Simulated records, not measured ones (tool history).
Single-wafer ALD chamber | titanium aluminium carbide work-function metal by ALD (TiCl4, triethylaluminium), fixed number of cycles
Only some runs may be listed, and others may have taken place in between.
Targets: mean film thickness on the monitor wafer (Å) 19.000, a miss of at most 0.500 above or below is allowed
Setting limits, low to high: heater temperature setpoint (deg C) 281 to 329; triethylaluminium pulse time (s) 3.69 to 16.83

run,hour,heater temperature setpoint (deg C),triethylaluminium pulse time (s),mean film thickness on the monitor wafer (Å)
1,0.0,305,10.26,21.240
2,2.0,300,9.45,20.575
3,3.9,297,8.92,20.025
4,6.6,297,11.82,20.844
5,12.5,294,11.23,19.969
6,17.6,294,14.02,20.578
7,26.4,291,13.72,20.287
8,31.0,288,13.41,19.703
9,32.0,287,13.29,19.641
10,36.4,286,13.16,19.565

Consider the 5 candidate settings below. Which is the only one whose results all fall within their allowed miss of target?
A,40.8,292,16.83,?
B,40.8,281,12.79,?
C,40.8,291,13.89,?
D,40.8,293,14.73,?
E,40.8,297,13.84,?

move,mean film thickness on the monitor wafer (Å)
A,20.434
B,19.080
C,20.211
D,20.468
E,20.848
A: misses by more than the last run did
B: hits every target within its allowed miss
C: misses by more than the last run did
D: misses by more than the last run did
E: misses by more than the last run did
The right move is B.
